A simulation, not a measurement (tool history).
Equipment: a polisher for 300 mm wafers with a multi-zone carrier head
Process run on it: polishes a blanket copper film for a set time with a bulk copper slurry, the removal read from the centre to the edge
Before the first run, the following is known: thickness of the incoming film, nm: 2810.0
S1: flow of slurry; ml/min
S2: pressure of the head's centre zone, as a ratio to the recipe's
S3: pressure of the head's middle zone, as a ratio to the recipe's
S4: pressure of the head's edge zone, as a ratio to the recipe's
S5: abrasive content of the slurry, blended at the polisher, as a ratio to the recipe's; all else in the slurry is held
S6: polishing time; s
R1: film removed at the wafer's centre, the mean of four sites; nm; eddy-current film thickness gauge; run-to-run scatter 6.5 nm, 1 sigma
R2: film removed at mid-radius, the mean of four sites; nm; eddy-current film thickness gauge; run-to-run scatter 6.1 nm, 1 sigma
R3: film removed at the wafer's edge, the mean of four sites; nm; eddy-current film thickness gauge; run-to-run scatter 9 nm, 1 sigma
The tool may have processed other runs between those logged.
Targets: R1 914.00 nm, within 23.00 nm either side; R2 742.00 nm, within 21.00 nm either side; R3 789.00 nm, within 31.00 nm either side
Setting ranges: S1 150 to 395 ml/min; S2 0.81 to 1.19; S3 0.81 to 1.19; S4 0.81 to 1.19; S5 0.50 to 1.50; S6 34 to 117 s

run  hour   S1    S2    S3    S4    S5  S6      R1      R2      R3
  1   0.0  250  1.00  1.00  1.00  1.00  75  652.20  671.69  641.39
  2   8.3  250  0.95  1.00  1.00  1.00  75  620.74  651.23  651.63
  3  12.3  260  0.98  0.98  1.02  1.05  75  654.63  659.03  666.86
  4  13.7  270  1.01  0.97  1.04  1.10  75  689.56  672.82  662.12
  5  14.9  270  1.01  0.97  1.04  1.10  66  595.57  588.32  599.02
  6  19.3  270  1.01  0.97  0.95  1.10  66  604.12  596.79  583.43
  7  27.4  275  1.02  0.95  0.97  1.15  68  630.44  602.34  603.22
  8  35.3  280  1.03  0.94  0.99  1.20  70  679.86  624.64  645.74
  9  37.7  285  1.04  0.94  1.00  1.25  71  699.44  651.66  652.17
 10  46.1  290  1.05  0.93  1.01  1.30  72  731.66  646.27  684.88
 11  48.6  345  1.15  1.03  1.10  1.50  73  849.87  778.48  770.54

Which single option among these 4 for the next run brings every result within its allowed miss of target? Just one does.
  A  51.1  205  1.12  1.09  1.14  1.30  79   ?   ?   ?
  B  51.1  360  0.99  0.95  1.19  1.50  74   ?   ?   ?
  C  51.1  345  1.19  0.97  1.16  1.30  78   ?   ?   ?
  D  51.1  360  1.05  1.14  1.10  1.50  71   ?   ?   ?

move      R1      R2      R3
   A  812.69  781.16  750.23
   B  747.24  721.46  780.56
   C  903.43  738.10  777.78
   D  761.19  805.03  722.81
A: moves away from the targets compared with the last run
B: moves away from the targets compared with the last run
C: all results land within tolerance of their targets
D: moves away from the targets compared with the last run
The move that meets every target is C.
